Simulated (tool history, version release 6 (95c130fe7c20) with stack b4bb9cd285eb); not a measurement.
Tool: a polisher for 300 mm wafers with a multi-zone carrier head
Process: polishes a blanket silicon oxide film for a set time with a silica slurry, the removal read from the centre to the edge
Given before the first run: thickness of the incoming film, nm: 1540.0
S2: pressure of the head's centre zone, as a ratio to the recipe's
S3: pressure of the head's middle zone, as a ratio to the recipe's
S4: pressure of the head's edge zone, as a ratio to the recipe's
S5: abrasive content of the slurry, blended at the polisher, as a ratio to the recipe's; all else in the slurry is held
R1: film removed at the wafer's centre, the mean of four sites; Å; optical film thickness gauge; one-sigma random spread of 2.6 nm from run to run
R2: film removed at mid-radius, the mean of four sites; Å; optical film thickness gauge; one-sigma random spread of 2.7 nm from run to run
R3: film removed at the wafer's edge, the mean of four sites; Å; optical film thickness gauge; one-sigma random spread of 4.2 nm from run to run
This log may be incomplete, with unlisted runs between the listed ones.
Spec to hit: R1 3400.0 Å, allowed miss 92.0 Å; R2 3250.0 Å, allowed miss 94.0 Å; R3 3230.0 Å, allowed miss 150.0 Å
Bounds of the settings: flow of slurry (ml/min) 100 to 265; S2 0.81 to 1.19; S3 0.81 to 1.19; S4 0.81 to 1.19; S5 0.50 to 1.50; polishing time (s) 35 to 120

Run 1, hour 0.0: flow of slurry (ml/min) 170, S2 1.00, S3 1.00, S4 1.00, S5 1.00, polishing time (s) 77. Result: R1 2089.3 Å, R2 2084.5 Å, R3 2075.9 Å.
Run 2, hour 6.0: flow of slurry (ml/min) 180, S2 1.02, S3 1.02, S4 1.03, S5 1.10, polishing time (s) 79. Result: R1 2315.4 Å, R2 2273.5 Å, R3 2281.0 Å.
Run 3, hour 7.3: flow of slurry (ml/min) 190, S2 1.04, S3 1.04, S4 1.06, S5 1.20, polishing time (s) 80. Result: R1 2494.8 Å, R2 2466.7 Å, R3 2473.5 Å.
Run 4, hour 9.7: flow of slurry (ml/min) 200, S2 1.06, S3 1.06, S4 1.08, S5 1.25, polishing time (s) 81. Result: R1 2653.9 Å, R2 2558.9 Å, R3 2602.8 Å.
Run 5, hour 15.2: flow of slurry (ml/min) 205, S2 1.07, S3 1.08, S4 1.09, S5 1.30, polishing time (s) 82. Result: R1 2803.3 Å, R2 2700.3 Å, R3 2749.4 Å.
Run 6, hour 24.0: flow of slurry (ml/min) 210, S2 1.08, S3 1.10, S4 1.10, S5 1.35, polishing time (s) 82. Result: R1 2793.4 Å, R2 2813.1 Å, R3 2786.5 Å.
Run 7, hour 24.8: flow of slurry (ml/min) 235, S2 1.18, S3 1.09, S4 1.13, S5 1.50, polishing time (s) 89. Result: R1 3531.8 Å, R2 3206.3 Å, R3 3189.5 Å.
Run 8, hour 31.7: flow of slurry (ml/min) 235, S2 1.17, S3 1.09, S4 1.13, S5 1.50, polishing time (s) 89. Result: R1 3511.5 Å, R2 3185.6 Å, R3 3118.3 Å.

Next run, 4 choices. One meets every target within its allowed miss, the rest don't. Which?
Run A, hour 38.6: flow of slurry (ml/min) 205, S2 0.96, S3 0.99, S4 1.19, S5 1.50, polishing time (s) 100. Result: R1 ?, R2 ?, R3 ?.
Run B, hour 38.6: flow of slurry (ml/min) 225, S2 1.09, S3 1.07, S4 1.09, S5 1.50, polishing time (s) 93. Result: R1 ?, R2 ?, R3 ?.
Run C, hour 38.6: flow of slurry (ml/min) 240, S2 1.12, S3 1.17, S4 1.05, S5 1.50, polishing time (s) 94. Result: R1 ?, R2 ?, R3 ?.
Run D, hour 38.6: flow of slurry (ml/min) 105, S2 1.00, S3 1.10, S4 1.19, S5 1.30, polishing time (s) 114. Result: R1 ?, R2 ?, R3 ?.

move      R1      R2      R3
   A  3188.4  3242.7  3627.7
   B  3419.5  3260.0  3258.6
   C  3587.8  3587.1  3251.5
   D  3188.1  3448.9  3636.0
A: moves the result that the last run missed by most past its target, out the other side
B: all results land within tolerance of their targets
C: lands further from the targets than the last run did
D: moves the result that the last run missed by most past its target, out the other side
Go with B: it meets all targets.
